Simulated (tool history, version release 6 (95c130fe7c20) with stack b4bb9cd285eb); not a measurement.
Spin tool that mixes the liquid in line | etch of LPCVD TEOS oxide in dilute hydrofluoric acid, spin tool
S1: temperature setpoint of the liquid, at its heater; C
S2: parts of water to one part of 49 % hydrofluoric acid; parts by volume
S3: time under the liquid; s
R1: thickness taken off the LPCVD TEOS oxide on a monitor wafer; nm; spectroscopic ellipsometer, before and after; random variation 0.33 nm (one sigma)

| run | hour | S1 | S2 | S3 | R1 |
|---|---|---|---|---|---|
| 1 | 0.0 | 23.0 | 70 | 115 | 29.453 |
| 2 | 1.4 | 23.0 | 50 | 115 | 42.358 |
| 3 | 3.5 | 25.5 | 50 | 115 | 46.931 |
| 4 | 7.6 | 25.5 | 65 | 115 | 35.490 |
| 5 | 9.4 | 27.0 | 55 | 115 | 45.205 |
| 6 | 17.5 | 27.0 | 35 | 115 | 73.102 |

Forecast run 7:
| 7 | 23.1 | 27.5 | 35 | 115 | ? |

{"run 7": {"R1": 73.878}}
